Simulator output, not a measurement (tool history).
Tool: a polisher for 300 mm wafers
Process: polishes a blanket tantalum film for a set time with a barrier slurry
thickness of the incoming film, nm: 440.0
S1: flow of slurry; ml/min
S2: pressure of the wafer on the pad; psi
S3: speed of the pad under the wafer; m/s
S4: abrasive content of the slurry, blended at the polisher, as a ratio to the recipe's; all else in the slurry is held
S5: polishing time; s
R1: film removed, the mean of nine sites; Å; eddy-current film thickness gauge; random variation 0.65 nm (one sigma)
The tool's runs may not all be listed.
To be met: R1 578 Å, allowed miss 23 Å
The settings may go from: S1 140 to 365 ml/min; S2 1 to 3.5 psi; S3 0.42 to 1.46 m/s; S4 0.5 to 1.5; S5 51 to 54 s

Run 1, hour 0: S1 235 ml/min, S2 2.2 psi, S3 0.94 m/s, S4 1, S5 51 s. Result: R1 947.45 Å.
Run 2, hour 1.4: S1 235 ml/min, S2 2 psi, S3 0.94 m/s, S4 1, S5 51 s. Result: R1 871.54 Å.
Run 3, hour 9: S1 235 ml/min, S2 2 psi, S3 0.94 m/s, S4 1.2, S5 51 s. Result: R1 902.78 Å.
Run 4, hour 11.2: S1 265 ml/min, S2 2 psi, S3 0.94 m/s, S4 1.2, S5 51 s. Result: R1 907.24 Å.
Run 5, hour 15.1: S1 265 ml/min, S2 2.6 psi, S3 0.94 m/s, S4 1.2, S5 51 s. Result: R1 1166.4 Å.
Run 6, hour 21.4: S1 265 ml/min, S2 2.6 psi, S3 0.94 m/s, S4 1.2, S5 54 s. Result: R1 1238.2 Å.
Run 7, hour 29.8: S1 265 ml/min, S2 2.4 psi, S3 0.92 m/s, S4 1.2, S5 54 s. Result: R1 1108.4 Å.
Run 8, hour 37.2: S1 265 ml/min, S2 1.8 psi, S3 0.88 m/s, S4 1.2, S5 54 s. Result: R1 817.74 Å.
Run 9, hour 40.6: S1 265 ml/min, S2 1.7 psi, S3 0.88 m/s, S4 1.2, S5 54 s. Result: R1 778.11 Å.
Run 10, hour 44.7: S1 265 ml/min, S2 1.6 psi, S3 0.88 m/s, S4 1.2, S5 54 s. Result: R1 734.26 Å.
Run 11, hour 52.9: S1 265 ml/min, S2 1.5 psi, S3 0.88 m/s, S4 1.2, S5 54 s. Result: R1 690.37 Å.
Run 12, hour 59.4: S1 265 ml/min, S2 1.4 psi, S3 0.88 m/s, S4 1.2, S5 54 s. Result: R1 645.02 Å.
Run 13, hour 61.1: S1 265 ml/min, S2 1.3 psi, S3 0.88 m/s, S4 1.2, S5 54 s. Result: R1 611.91 Å.

Which of these 5 next moves meets every target?
Run A, hour 62.8: S1 250 ml/min, S2 1.3 psi, S3 0.8 m/s, S4 1.25, S5 51 s. Result: R1 ?.
Run B, hour 62.8: S1 260 ml/min, S2 1.1 psi, S3 0.96 m/s, S4 1.1, S5 51 s. Result: R1 ?.
Run C, hour 62.8: S1 290 ml/min, S2 1.4 psi, S3 0.84 m/s, S4 0.85, S5 51 s. Result: R1 ?.
Run D, hour 62.8: S1 285 ml/min, S2 1.3 psi, S3 0.86 m/s, S4 1.2, S5 52 s. Result: R1 ?.
Run E, hour 62.8: S1 260 ml/min, S2 1.6 psi, S3 0.78 m/s, S4 1.15, S5 54 s. Result: R1 ?.

move      R1
   A  518.65
   B   517.8
   C  535.82
   D  566.89
   E  638.96
A: takes the result that was furthest off past its target
B: takes the result that was furthest off past its target
C: takes the result that was furthest off past its target
D: meets every target
E: further off than the last run
The right move is D.
